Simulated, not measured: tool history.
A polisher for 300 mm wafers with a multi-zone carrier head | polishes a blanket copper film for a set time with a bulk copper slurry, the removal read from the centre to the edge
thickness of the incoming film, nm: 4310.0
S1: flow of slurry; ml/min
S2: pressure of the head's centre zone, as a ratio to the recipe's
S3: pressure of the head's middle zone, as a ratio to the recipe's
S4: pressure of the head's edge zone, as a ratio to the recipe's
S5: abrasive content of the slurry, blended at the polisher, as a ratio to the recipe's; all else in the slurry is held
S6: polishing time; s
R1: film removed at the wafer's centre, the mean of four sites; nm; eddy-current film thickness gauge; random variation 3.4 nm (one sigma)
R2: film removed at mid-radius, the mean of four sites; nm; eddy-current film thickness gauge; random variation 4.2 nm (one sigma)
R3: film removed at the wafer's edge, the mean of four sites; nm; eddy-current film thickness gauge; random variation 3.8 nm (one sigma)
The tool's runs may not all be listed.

| run | hour | S1 | S2 | S3 | S4 | S5 | S6 | R1 | R2 | R3 |
|---|---|---|---|---|---|---|---|---|---|---|
| 1 | 0.0 | 270 | 1.00 | 1.00 | 1.00 | 1.00 | 57 | 524.70 | 500.04 | 514.32 |
| 2 | 8.3 | 330 | 1.00 | 1.00 | 1.00 | 1.00 | 57 | 540.31 | 516.58 | 514.34 |
| 3 | 13.7 | 330 | 1.00 | 1.00 | 1.00 | 0.85 | 57 | 517.66 | 505.98 | 509.01 |
| 4 | 18.4 | 340 | 1.01 | 1.00 | 0.98 | 0.80 | 53 | 483.88 | 462.68 | 458.46 |
| 5 | 27.0 | 340 | 1.08 | 1.00 | 0.98 | 0.80 | 53 | 513.44 | 450.43 | 466.00 |
|  | 35.0 | worn pad replaced by a new one |
| 6 | 35.0 | 345 | 1.07 | 1.00 | 0.96 | 0.75 | 50 | 522.52 | 465.01 | 465.56 |
| 7 | 39.1 | 355 | 1.08 | 1.02 | 0.99 | 0.70 | 46 | 476.97 | 424.51 | 412.81 |
| 8 | 40.8 | 355 | 1.08 | 1.02 | 0.99 | 0.70 | 46 | 474.35 | 425.30 | 415.12 |
| 9 | 42.2 | 350 | 1.08 | 1.02 | 1.00 | 0.65 | 43 | 438.00 | 387.52 | 389.04 |
| 10 | 46.7 | 355 | 1.08 | 1.04 | 1.01 | 0.65 | 41 | 423.33 | 384.35 | 362.40 |

Forecast run 11:
| 11 | 50.5 | 350 | 1.08 | 1.05 | 1.03 | 0.65 | 40 | ? | ? | ? |

{"run 11": {"R1": 416.92, "R2": 369.55, "R3": 367.51}}
